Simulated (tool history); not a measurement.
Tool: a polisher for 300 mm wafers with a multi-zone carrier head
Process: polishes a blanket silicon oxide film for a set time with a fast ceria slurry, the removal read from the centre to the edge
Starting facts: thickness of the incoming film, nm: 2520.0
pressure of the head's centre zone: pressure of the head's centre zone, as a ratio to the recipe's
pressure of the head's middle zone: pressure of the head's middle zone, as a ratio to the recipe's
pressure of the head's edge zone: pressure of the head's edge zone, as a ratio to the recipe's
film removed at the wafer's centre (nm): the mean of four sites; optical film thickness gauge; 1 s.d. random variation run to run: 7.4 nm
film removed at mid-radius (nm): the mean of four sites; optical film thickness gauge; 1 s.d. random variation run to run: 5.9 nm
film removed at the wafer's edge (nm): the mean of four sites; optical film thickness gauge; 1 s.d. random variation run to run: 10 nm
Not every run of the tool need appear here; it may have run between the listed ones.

run  hour  flow of slurry (ml/min)  pressure of the head's centre zone  pressure of the head's middle zone  pressure of the head's edge zone  polishing time (s)  film removed at the wafer's centre (nm)  film removed at mid-radius (nm)  film removed at the wafer's edge (nm)
  1     0                      160                                   1                                   1                                 1                  58                                   759.88                            751.2                                 758.71
  2   2.5                      160                                1.06                                   1                                 1                  58                                   808.43                           739.03                                 740.39
  3   3.7                      170                                1.07                                   1                              1.02                  58                                   827.18                           749.67                                 762.32
  4   8.4                      135                                1.07                                   1                              1.02                  58                                   783.45                           724.75                                 746.21
  5  12.5                      150                                1.08                                1.01                              1.04                  58                                   821.32                           736.04                                 759.91
  6  17.5                      150                                1.01                                1.01                              1.04                  58                                   759.55                           753.34                                 762.34
  7  19.4                      165                                1.03                                1.01                              1.06                  58                                   791.65                            753.2                                  759.1
  8    26                      165                                1.04                                1.01                              1.07                  59                                   817.84                           770.59                                 773.88
  9    34                      170                                1.05                                   1                              1.08                  60                                   853.12                           775.34                                 789.84
 10  34.8                      215                                1.08                                1.01                              1.15                  61                                   922.86                           814.96                                    868

Run 11 is up next; what results do you expect?
 11  41.7                      220                                1.09                                1.02                              1.14                  61                                        ?                                ?                                      ?

{"run 11": {"film removed at the wafer's centre (nm)": 913.14, "film removed at mid-radius (nm)": 819.91, "film removed at the wafer's edge (nm)": 849.04}}
